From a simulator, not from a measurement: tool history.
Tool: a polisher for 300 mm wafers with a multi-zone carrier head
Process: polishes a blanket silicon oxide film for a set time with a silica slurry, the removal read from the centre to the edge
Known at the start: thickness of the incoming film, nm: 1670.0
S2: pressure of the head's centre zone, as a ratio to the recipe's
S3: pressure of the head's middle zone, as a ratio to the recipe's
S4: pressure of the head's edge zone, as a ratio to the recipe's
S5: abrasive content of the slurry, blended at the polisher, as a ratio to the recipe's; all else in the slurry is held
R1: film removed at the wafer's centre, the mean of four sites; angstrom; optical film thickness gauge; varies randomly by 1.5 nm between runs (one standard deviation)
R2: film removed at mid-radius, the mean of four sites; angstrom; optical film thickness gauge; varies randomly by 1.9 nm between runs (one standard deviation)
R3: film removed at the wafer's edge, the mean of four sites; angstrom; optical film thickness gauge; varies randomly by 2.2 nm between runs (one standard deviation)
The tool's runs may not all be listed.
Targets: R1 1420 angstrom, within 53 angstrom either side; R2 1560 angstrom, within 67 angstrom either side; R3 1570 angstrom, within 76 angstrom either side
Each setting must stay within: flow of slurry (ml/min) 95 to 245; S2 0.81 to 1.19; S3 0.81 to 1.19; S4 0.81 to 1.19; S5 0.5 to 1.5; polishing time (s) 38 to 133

{"run": 1, "hour": 0.0, "flow of slurry (ml/min)": 155, "S2": 1, "S3": 1, "S4": 1, "S5": 1, "polishing time (s)": 85, "R1": 2083, "R2": 2045.8, "R3": 2102.7}
{"run": 2, "hour": 6.1, "flow of slurry (ml/min)": 155, "S2": 1, "S3": 0.94, "S4": 1, "S5": 1, "polishing time (s)": 85, "R1": 2087.5, "R2": 1922.7, "R3": 2072.1}
{"run": 3, "hour": 11.9, "flow of slurry (ml/min)": 150, "S2": 0.97, "S3": 0.94, "S4": 0.97, "S5": 0.9, "polishing time (s)": 85, "R1": 1878.1, "R2": 1795.7, "R3": 1962.4}
{"run": 4, "hour": 19.4, "flow of slurry (ml/min)": 150, "S2": 0.97, "S3": 0.94, "S4": 0.94, "S5": 0.9, "polishing time (s)": 85, "R1": 1919.3, "R2": 1799, "R3": 2002.3}
{"run": 5, "hour": 24.2, "flow of slurry (ml/min)": 155, "S2": 0.97, "S3": 0.97, "S4": 0.95, "S5": 0.8, "polishing time (s)": 83, "R1": 1741.1, "R2": 1748, "R3": 1810.9}
{"run": 6, "hour": 32.6, "flow of slurry (ml/min)": 155, "S2": 0.97, "S3": 0.97, "S4": 0.95, "S5": 0.95, "polishing time (s)": 83, "R1": 1922, "R2": 1934.3, "R3": 1947.9}
{"run": 7, "hour": 41.5, "flow of slurry (ml/min)": 160, "S2": 0.95, "S3": 0.96, "S4": 0.94, "S5": 0.9, "polishing time (s)": 82, "R1": 1782.6, "R2": 1814, "R3": 1946.9}
{"run": 8, "hour": 50.0, "flow of slurry (ml/min)": 150, "S2": 0.95, "S3": 0.97, "S4": 0.94, "S5": 0.85, "polishing time (s)": 82, "R1": 1763.1, "R2": 1764, "R3": 1805.5}
{"run": 9, "hour": 55.6, "flow of slurry (ml/min)": 145, "S2": 0.92, "S3": 0.97, "S4": 0.94, "S5": 0.8, "polishing time (s)": 82, "R1": 1623.6, "R2": 1690.7, "R3": 1698.4}
{"run": 10, "hour": 63.2, "flow of slurry (ml/min)": 140, "S2": 0.9, "S3": 0.96, "S4": 0.94, "S5": 0.8, "polishing time (s)": 82, "R1": 1587.6, "R2": 1676, "R3": 1735.9}
{"run": 11, "hour": 64.6, "flow of slurry (ml/min)": 135, "S2": 0.89, "S3": 0.96, "S4": 0.94, "S5": 0.8, "polishing time (s)": 82, "R1": 1575.9, "R2": 1658.3, "R3": 1725.8}
{"run": 12, "hour": 68.3, "flow of slurry (ml/min)": 130, "S2": 0.88, "S3": 0.96, "S4": 0.94, "S5": 0.8, "polishing time (s)": 82, "R1": 1486.9, "R2": 1624.8, "R3": 1717.1}
{"run": 13, "hour": 72.1, "flow of slurry (ml/min)": 115, "S2": 0.89, "S3": 0.97, "S4": 0.84, "S5": 0.7, "polishing time (s)": 82, "R1": 1378.3, "R2": 1488.1, "R3": 1474.4}
{"run": 14, "hour": 78.5, "flow of slurry (ml/min)": 115, "S2": 0.89, "S3": 0.97, "S4": 0.84, "S5": 0.7, "polishing time (s)": 82, "R1": 1352.8, "R2": 1474.9, "R3": 1531.3}

Next run, 4 choices. One meets every target within its allowed miss, the rest don't. Which?
{"run": "A", "hour": 84.9, "flow of slurry (ml/min)": 110, "S2": 0.83, "S3": 0.97, "S4": 0.84, "S5": 0.65, "polishing time (s)": 83, "R1": "?", "R2": "?", "R3": "?"}
{"run": "B", "hour": 84.9, "flow of slurry (ml/min)": 120, "S2": 0.89, "S3": 1, "S4": 0.91, "S5": 0.65, "polishing time (s)": 88, "R1": "?", "R2": "?", "R3": "?"}
{"run": "C", "hour": 84.9, "flow of slurry (ml/min)": 100, "S2": 0.86, "S3": 0.86, "S4": 0.86, "S5": 0.8, "polishing time (s)": 92, "R1": "?", "R2": "?", "R3": "?"}
{"run": "D", "hour": 84.9, "flow of slurry (ml/min)": 105, "S2": 0.97, "S3": 1.01, "S4": 0.9, "S5": 0.75, "polishing time (s)": 82, "R1": "?", "R2": "?", "R3": "?"}

move=A R1=1205.3 R2=1413.9 R3=1418.7
move=B R1=1398.5 R2=1567.5 R3=1562.9
move=C R1=1532.5 R2=1577.4 R3=1777.7
move=D R1=1500.1 R2=1564.8 R3=1556.4
A: further off than the last run
B: all results in spec
C: puts the biggest miss on target and leaves a different result outside tolerance
D: puts the biggest miss on target and leaves a different result outside tolerance
Go with B: it meets all targets.

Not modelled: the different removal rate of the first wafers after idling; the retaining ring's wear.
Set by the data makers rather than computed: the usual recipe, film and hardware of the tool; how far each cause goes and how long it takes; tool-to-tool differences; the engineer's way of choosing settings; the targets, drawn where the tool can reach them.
